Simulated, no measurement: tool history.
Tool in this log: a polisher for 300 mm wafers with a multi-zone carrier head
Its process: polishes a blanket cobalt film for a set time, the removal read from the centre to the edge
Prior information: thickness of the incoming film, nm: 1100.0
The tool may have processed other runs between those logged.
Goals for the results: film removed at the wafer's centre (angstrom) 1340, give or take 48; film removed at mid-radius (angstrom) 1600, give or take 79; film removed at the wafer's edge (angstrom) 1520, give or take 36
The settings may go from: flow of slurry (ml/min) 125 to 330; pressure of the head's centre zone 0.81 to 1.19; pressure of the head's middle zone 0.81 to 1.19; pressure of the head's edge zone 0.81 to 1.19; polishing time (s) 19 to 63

| run | hour | flow of slurry (ml/min) | pressure of the head's centre zone | pressure of the head's middle zone | pressure of the head's edge zone | polishing time (s) | film removed at the wafer's centre (angstrom) | film removed at mid-radius (angstrom) | film removed at the wafer's edge (angstrom) |
|---|---|---|---|---|---|---|---|---|---|
| 1 | 0 | 210 | 1 | 1 | 1 | 41 | 2200.3 | 2183.3 | 2352.5 |
| 2 | 0.6 | 210 | 1 | 1 | 1 | 46 | 2445.7 | 2555 | 2620.6 |
| 3 | 7.9 | 210 | 1 | 1 | 1 | 53 | 2846 | 2843.6 | 3003.7 |
| 4 | 13.5 | 210 | 1 | 1 | 0.94 | 53 | 2861.8 | 2832.7 | 2974.4 |
| 5 | 21.3 | 200 | 0.97 | 1.03 | 0.92 | 43 | 2186.7 | 2310.4 | 2373.2 |
| 6 | 26.5 | 200 | 1 | 1.03 | 0.92 | 43 | 2247.4 | 2328.5 | 2339.9 |
| 7 | 33.6 | 185 | 0.98 | 1.05 | 0.89 | 37 | 1916.1 | 2041.8 | 1992.6 |
| 8 | 42.1 | 170 | 0.95 | 1.06 | 0.87 | 34 | 1681.1 | 1832.4 | 1771.5 |
| 9 | 49.5 | 160 | 0.92 | 1.07 | 0.85 | 33 | 1561.8 | 1863.6 | 1700.2 |
| 10 | 53.2 | 155 | 0.9 | 1.04 | 0.84 | 32 | 1455.1 | 1684.1 | 1645.8 |
| 11 | 56.1 | 150 | 0.89 | 1.04 | 0.83 | 31 | 1390.8 | 1645.9 | 1573.3 |
| 12 | 61.8 | 145 | 0.89 | 1.04 | 0.82 | 31 | 1359.5 | 1611 | 1575.8 |
| 13 | 68.2 | 145 | 0.89 | 1.05 | 0.82 | 31 | 1374.5 | 1582.3 | 1533.4 |
| 14 | 69.3 | 145 | 0.88 | 1.06 | 0.82 | 31 | 1355.8 | 1592.4 | 1568.4 |

Pick the move, out of 5, that brings all results within their allowed miss; only one does.
| A | 70.4 | 135 | 0.83 | 0.99 | 0.88 | 32 | ? | ? | ? |
| B | 70.4 | 125 | 0.81 | 1.05 | 0.82 | 33 | ? | ? | ? |
| C | 70.4 | 130 | 0.85 | 1.06 | 0.83 | 32 | ? | ? | ? |
| D | 70.4 | 130 | 0.91 | 1 | 0.85 | 32 | ? | ? | ? |
| E | 70.4 | 130 | 0.96 | 1.12 | 0.96 | 29 | ? | ? | ? |

| move | film removed at the wafer's centre (angstrom) | film removed at mid-radius (angstrom) | film removed at the wafer's edge (angstrom) |
|---|---|---|---|
| A | 1255.3 | 1562.9 | 1627.8 |
| B | 1233.6 | 1659.2 | 1610.5 |
| C | 1271.8 | 1639.5 | 1580.4 |
| D | 1361.8 | 1559.9 | 1595.4 |
| E | 1303.6 | 1556.3 | 1512 |
A: misses by more than the last run did
B: misses by more than the last run did
C: misses by more than the last run did
D: misses by more than the last run did
E: every result lands within tolerance
The right move is E.
